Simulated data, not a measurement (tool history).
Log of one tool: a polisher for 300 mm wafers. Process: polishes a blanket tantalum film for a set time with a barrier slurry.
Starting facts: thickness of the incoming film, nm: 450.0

| run | hour | flow of slurry (ml/min) | pressure of the wafer on the pad (psi) | speed of the pad under the wafer (m/s) | abrasive content of the slurry | polishing time (s) | film removed (angstrom) |
|---|---|---|---|---|---|---|---|
| 1 | 0.0 | 170 | 1.9 | 1.28 | 1.00 | 105 | 2035.00 |
| 2 | 1.5 | 170 | 2.3 | 1.28 | 1.00 | 105 | 2378.80 |
| 3 | 6.4 | 155 | 2.3 | 1.28 | 1.00 | 105 | 2380.00 |
| 4 | 7.2 | 155 | 2.7 | 1.28 | 1.00 | 105 | 2725.80 |
| 5 | 8.3 | 155 | 2.7 | 1.28 | 1.00 | 110 | 2898.50 |
| 6 | 13.5 | 155 | 2.7 | 1.14 | 1.00 | 110 | 2636.10 |
| 7 | 22.5 | 145 | 2.4 | 1.04 | 0.90 | 109 | 2026.90 |
| 8 | 30.8 | 140 | 2.1 | 0.96 | 0.85 | 108 | 1550.90 |
| 9 | 34.5 | 140 | 1.9 | 0.90 | 0.85 | 108 | 1325.20 |
| 10 | 40.5 | 140 | 1.9 | 0.90 | 0.85 | 108 | 1351.10 |
| 11 | 46.5 | 140 | 1.7 | 0.84 | 0.85 | 108 | 1141.80 |
| 12 | 51.8 | 140 | 1.6 | 0.80 | 0.85 | 108 | 1014.50 |
| 13 | 56.5 | 140 | 1.5 | 0.78 | 0.85 | 108 | 908.50 |

Estimate the outcome of run 14 from the log above:
| 14 | 64.9 | 140 | 1.4 | 0.78 | 0.85 | 108 | ? |

{"run 14": {"film removed (angstrom)": 858.21}}

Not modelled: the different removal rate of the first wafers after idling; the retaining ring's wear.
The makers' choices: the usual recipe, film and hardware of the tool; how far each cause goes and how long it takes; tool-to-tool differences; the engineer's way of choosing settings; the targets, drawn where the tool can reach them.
